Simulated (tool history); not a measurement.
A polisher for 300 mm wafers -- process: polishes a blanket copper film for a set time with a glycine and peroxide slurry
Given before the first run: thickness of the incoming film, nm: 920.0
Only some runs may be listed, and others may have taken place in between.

run	hour	flow of slurry (ml/min)	pressure of the wafer on the pad (kPa)	speed of the pad under the wafer (cm/s)	polishing time (s)	film removed (angstrom)
1	0	175	23.4	106	68	3921.2
2	0.7	175	23.4	106	72	4223.6
3	6.4	175	26.9	106	72	4711
4	11.1	155	26.9	106	72	4441.7
5	13.2	155	26.9	86	72	3793
6	22	155	26.9	86	72	3778.1
7	23	175	27.6	86	72	3860.7
8	27.8	175	29.6	88	72	4151.4
9	32.4	180	31	90	72	4425.2
10	33.3	185	32.4	90	72	4587.7
11	39	190	33.1	90	72	4690.1
12	45.2	195	33.8	90	72	4800.3

What does the tool deliver on the next run?
13	48.2	200	34.5	90	72	?

{"run 13": {"film removed (angstrom)": 4877.8}}
